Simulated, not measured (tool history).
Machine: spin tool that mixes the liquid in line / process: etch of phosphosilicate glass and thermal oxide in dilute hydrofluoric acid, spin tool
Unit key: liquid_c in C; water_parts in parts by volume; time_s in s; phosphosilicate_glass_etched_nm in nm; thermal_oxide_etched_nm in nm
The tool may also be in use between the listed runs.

run  hour  liquid_c  water_parts  time_s  phosphosilicate_glass_etched_nm  thermal_oxide_etched_nm
  1     0        20           45      30                           61.902                   3.1125
  2   2.3        20           50      30                           55.243                   2.7877
  3   4.7        21           50      30                           56.673                    2.961
  4   8.4      20.5           50      30                           55.934                   2.8199
  5  11.9      18.5           50      30                           51.744                   2.6858
  6  20.4        19           60      30                           43.072                   2.2228
  7  23.6      18.5           60      30                           42.378                   2.1888
  8  30.2        18           65      30                           38.577                   1.9856
  9    33      17.5           65      30                           36.935                   1.9349

Estimate the outcome of run 10 from the log above:
 10  39.1        18           65      30                                ?                        ?

{"run 10": {"phosphosilicate_glass_etched_nm": 38.72, "thermal_oxide_etched_nm": 1.9672}}
